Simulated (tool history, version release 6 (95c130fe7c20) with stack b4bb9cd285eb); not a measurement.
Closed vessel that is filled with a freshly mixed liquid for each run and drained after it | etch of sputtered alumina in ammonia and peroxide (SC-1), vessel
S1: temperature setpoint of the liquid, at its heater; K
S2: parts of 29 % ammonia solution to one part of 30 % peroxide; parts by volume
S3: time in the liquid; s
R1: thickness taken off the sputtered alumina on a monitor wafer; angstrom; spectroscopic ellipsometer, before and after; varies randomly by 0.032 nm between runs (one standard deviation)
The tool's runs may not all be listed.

| run | hour | S1 | S2 | S3 | R1 |
|---|---|---|---|---|---|
| 1 | 0 | 334.15 | 0.65 | 190 | 123.44 |
| 2 | 1.1 | 338.15 | 0.65 | 190 | 150.67 |
| 3 | 4.8 | 343.15 | 0.65 | 190 | 191.63 |
| 4 | 9.2 | 338.65 | 0.65 | 190 | 155.08 |
| 5 | 11.4 | 338.65 | 0.65 | 150 | 121.64 |
| 6 | 12.1 | 337.15 | 0.65 | 150 | 113.83 |
| 7 | 19.9 | 337.15 | 0.65 | 150 | 113.56 |

Estimate the outcome of run 8 from the log above:
| 8 | 27.4 | 329.15 | 0.65 | 150 | ? |

Run 8 measured R1 75.032 angstrom.

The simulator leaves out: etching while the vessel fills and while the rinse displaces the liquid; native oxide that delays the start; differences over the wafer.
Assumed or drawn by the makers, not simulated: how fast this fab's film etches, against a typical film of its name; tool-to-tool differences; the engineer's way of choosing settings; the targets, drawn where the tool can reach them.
